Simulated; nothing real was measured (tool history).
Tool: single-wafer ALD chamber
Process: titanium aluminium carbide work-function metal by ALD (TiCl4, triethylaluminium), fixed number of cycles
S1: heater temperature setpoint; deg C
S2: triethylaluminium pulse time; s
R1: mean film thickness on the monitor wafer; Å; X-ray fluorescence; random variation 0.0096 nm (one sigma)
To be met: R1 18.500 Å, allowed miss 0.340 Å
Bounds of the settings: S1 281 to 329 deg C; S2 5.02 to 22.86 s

run	hour	S1	S2	R1
1	0.0	305	13.94	20.674
2	5.2	299	13.94	20.345
3	11.6	297	12.71	19.850
4	17.2	295	12.42	19.492
5	17.9	289	12.42	18.965
6	25.4	288	12.35	18.813
7	33.3	288	12.31	19.030
8	34.1	281	11.63	18.078

4 next moves are on the table. One of them brings every result within its allowed miss. Which?
A	34.9	287	9.88	?
B	34.9	281	8.94	?
C	34.9	281	6.98	?
D	34.9	281	9.08	?

move	R1
A	18.464
B	17.706
C	17.106
D	17.736
A: meets every target
B: further off than the last run
C: further off than the last run
D: further off than the last run
The right move is A.
